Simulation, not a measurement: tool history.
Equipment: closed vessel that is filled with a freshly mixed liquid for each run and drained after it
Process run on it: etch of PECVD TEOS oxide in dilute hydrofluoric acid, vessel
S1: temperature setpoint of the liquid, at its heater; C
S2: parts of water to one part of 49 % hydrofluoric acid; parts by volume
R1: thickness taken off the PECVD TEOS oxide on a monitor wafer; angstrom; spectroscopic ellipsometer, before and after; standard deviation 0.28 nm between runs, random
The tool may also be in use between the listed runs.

run 1 hour=0 | S1=24 S2=180 time_in_the_liquid_(s)=1285 | R1=700.14
run 2 hour=3.2 | S1=22.5 S2=180 time_in_the_liquid_(s)=1285 | R1=660.62
run 3 hour=5.2 | S1=22.5 S2=180 time_in_the_liquid_(s)=1390 | R1=719.14
run 4 hour=11 | S1=20.5 S2=180 time_in_the_liquid_(s)=1390 | R1=666.66
run 5 hour=12 | S1=24 S2=180 time_in_the_liquid_(s)=1390 | R1=763.91
run 6 hour=18.8 | S1=22.5 S2=195 time_in_the_liquid_(s)=1390 | R1=647.13

Estimate the outcome of run 7 from the log above:
run 7 hour=25 | S1=21.5 S2=205 time_in_the_liquid_(s)=1390 | R1=?

{"run 7": {"R1": 594.59}}
